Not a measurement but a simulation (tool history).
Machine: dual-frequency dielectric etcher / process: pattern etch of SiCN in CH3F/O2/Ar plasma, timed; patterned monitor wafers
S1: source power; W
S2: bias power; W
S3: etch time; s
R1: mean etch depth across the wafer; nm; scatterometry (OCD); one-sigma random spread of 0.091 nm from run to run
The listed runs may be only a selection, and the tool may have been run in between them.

Run 1, hour 0.0: S1 480 W, S2 58 W, S3 40 s. Result: R1 15.317 nm.
Run 2, hour 7.3: S1 530 W, S2 60 W, S3 40 s. Result: R1 16.201 nm.
Run 3, hour 13.8: S1 530 W, S2 60 W, S3 37 s. Result: R1 14.886 nm.
Run 4, hour 21.7: S1 450 W, S2 60 W, S3 37 s. Result: R1 14.080 nm.
Run 5, hour 27.0: S1 450 W, S2 60 W, S3 40 s. Result: R1 15.172 nm.
Run 6, hour 29.3: S1 500 W, S2 63 W, S3 40 s. Result: R1 16.106 nm.
Run 7, hour 33.2: S1 540 W, S2 64 W, S3 40 s. Result: R1 16.672 nm.

Forecast run 8:
Run 8, hour 42.1: S1 570 W, S2 65 W, S3 40 s. Result: R1 ?.

Run 8 gave R1 17.195 nm.

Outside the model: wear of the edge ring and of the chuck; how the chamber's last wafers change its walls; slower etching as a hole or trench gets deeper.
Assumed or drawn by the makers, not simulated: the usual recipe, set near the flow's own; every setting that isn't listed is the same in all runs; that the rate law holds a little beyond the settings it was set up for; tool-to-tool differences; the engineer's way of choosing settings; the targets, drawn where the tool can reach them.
